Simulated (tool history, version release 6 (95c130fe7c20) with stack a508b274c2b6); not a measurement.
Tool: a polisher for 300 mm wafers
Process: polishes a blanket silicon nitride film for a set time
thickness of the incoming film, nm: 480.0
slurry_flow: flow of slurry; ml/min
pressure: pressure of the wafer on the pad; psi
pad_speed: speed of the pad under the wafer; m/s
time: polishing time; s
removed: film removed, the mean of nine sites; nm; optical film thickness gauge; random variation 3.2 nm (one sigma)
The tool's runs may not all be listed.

| run | hour | slurry_flow | pressure | pad_speed | time | removed |
|---|---|---|---|---|---|---|
| 1 | 0.0 | 245 | 4.5 | 1.00 | 99 | 229.22 |
| 2 | 1.1 | 205 | 4.5 | 1.00 | 99 | 218.98 |
| 3 | 2.1 | 205 | 4.9 | 1.00 | 99 | 241.03 |
| 4 | 2.6 | 205 | 4.9 | 1.18 | 99 | 271.56 |
| 5 | 9.8 | 230 | 5.2 | 1.18 | 99 | 288.47 |
| 6 | 15.5 | 235 | 5.5 | 1.18 | 99 | 301.35 |

Run 7 comes next. What will it give?
| 7 | 21.6 | 235 | 5.8 | 1.18 | 99 | ? |

Run 7 gave removed 319.83 nm.
